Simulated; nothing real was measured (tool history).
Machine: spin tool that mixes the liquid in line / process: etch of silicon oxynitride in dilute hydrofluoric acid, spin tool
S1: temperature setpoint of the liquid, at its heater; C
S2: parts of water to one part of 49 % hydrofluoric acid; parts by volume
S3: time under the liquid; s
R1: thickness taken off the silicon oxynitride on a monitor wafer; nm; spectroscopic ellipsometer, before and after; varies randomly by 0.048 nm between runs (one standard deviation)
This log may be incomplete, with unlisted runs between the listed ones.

run  hour    S1   S2  S3      R1
  1   0.0  21.0  220  95  1.5652
  2   5.2  22.0  200  95  1.8669
  3  12.2  23.0  185  95  2.1104
  4  14.2  26.5  185  95  2.4402
  5  22.5  27.0  175  95  2.6788
  6  28.6  27.0  175  95  2.6525
  7  31.0  29.0   85  95  6.6119
  8  34.4  28.0   85  95  6.1620
  9  40.0  27.5   85  95  6.0307
 10  41.6  27.0   85  95  5.9687

What does the tool deliver on the next run?
 11  49.7  26.5  85  95   ?

{"run 11": {"R1": 5.9163}}

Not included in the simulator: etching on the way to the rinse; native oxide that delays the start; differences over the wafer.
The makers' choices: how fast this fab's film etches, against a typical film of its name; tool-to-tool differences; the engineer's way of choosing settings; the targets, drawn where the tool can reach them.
